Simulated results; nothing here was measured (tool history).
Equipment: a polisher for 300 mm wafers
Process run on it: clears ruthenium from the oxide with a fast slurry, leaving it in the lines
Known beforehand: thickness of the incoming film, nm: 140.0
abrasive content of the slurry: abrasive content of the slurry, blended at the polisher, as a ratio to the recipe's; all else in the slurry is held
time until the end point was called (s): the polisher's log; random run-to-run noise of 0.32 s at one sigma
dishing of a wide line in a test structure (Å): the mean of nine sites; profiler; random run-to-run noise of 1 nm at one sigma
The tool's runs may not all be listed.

run    day  flow of slurry (ml/min)  pressure of the wafer on the pad (psi)  speed of the pad under the wafer (cm/s)  abrasive content of the slurry  overpolish time after the end point (s)  time until the end point was called (s)  dishing of a wide line in a test structure (Å)
  1      0                      295                                     3.2                                       80                               1                                       24                                   36.835                                          606.86
  2  0.271                      295                                     3.4                                       80                               1                                       26                                   34.588                                          673.34
  3  0.508                      295                                     3.9                                       80                               1                                       26                                    30.13                                          737.28
  4  0.762                      295                                     3.9                                       80                             1.2                                       26                                   28.023                                          778.03
  5  0.933                      295                                     3.9                                       80                             1.2                                       32                                   28.471                                             871
  6    1.3                      295                                     3.9                                       80                            1.05                                       32                                   29.919                                          833.07
  7  1.529                      295                                     3.9                                       80                            1.05                                       32                                   29.904                                          850.71
  8  1.888                      295                                       4                                       80                            1.05                                       32                                   29.718                                          846.11
  9  2.129                      295                                     4.1                                       80                            1.05                                       33                                   28.539                                          891.97

For run 10, what comes out?
 10  2.333                      295                                     4.2                                       80                            1.05                                       34                                        ?                                               ?

time until the end point was called (s): 28.072
dishing of a wide line in a test structure (Å): 905.63
